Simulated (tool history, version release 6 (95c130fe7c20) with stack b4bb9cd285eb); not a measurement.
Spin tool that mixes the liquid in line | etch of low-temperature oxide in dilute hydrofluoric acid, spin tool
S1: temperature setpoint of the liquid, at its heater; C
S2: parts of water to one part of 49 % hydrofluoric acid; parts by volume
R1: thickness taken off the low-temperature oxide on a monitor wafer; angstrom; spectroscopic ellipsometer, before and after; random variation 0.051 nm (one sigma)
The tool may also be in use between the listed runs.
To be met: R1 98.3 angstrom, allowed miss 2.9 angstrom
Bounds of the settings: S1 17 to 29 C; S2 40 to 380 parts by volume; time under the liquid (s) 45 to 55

Run 1, hour 0: S1 21 C, S2 210 parts by volume, time under the liquid (s) 55. Result: R1 33.322 angstrom.
Run 2, hour 4.8: S1 21 C, S2 210 parts by volume, time under the liquid (s) 45. Result: R1 27.451 angstrom.
Run 3, hour 6.9: S1 21 C, S2 210 parts by volume, time under the liquid (s) 45. Result: R1 27.387 angstrom.
Run 4, hour 9.8: S1 22.5 C, S2 175 parts by volume, time under the liquid (s) 45. Result: R1 36.021 angstrom.
Run 5, hour 11.2: S1 26 C, S2 175 parts by volume, time under the liquid (s) 45. Result: R1 40.754 angstrom.
Run 6, hour 20.3: S1 26 C, S2 215 parts by volume, time under the liquid (s) 45. Result: R1 31.994 angstrom.
Run 7, hour 29: S1 26.5 C, S2 180 parts by volume, time under the liquid (s) 45. Result: R1 40.335 angstrom.
Run 8, hour 33.6: S1 27 C, S2 155 parts by volume, time under the liquid (s) 45. Result: R1 49.213 angstrom.
Run 9, hour 38.8: S1 29 C, S2 70 parts by volume, time under the liquid (s) 45. Result: R1 131.99 angstrom.
Run 10, hour 47.7: S1 25 C, S2 70 parts by volume, time under the liquid (s) 45. Result: R1 112.97 angstrom.
Run 11, hour 50.6: S1 24 C, S2 70 parts by volume, time under the liquid (s) 45. Result: R1 108.76 angstrom.

4 next moves are on the table. One of them brings every result within its allowed miss. Which?
Run A, hour 53.5: S1 22.5 C, S2 80 parts by volume, time under the liquid (s) 50. Result: R1 ?.
Run B, hour 53.5: S1 23 C, S2 95 parts by volume, time under the liquid (s) 55. Result: R1 ?.
Run C, hour 53.5: S1 20.5 C, S2 80 parts by volume, time under the liquid (s) 50. Result: R1 ?.
Run D, hour 53.5: S1 24 C, S2 90 parts by volume, time under the liquid (s) 50. Result: R1 ?.

move      R1
   A  98.351
   B  91.285
   C  90.593
   D  91.734
A: meets every target
B: takes the result that was furthest off past its target
C: takes the result that was furthest off past its target
D: takes the result that was furthest off past its target
Answer: A
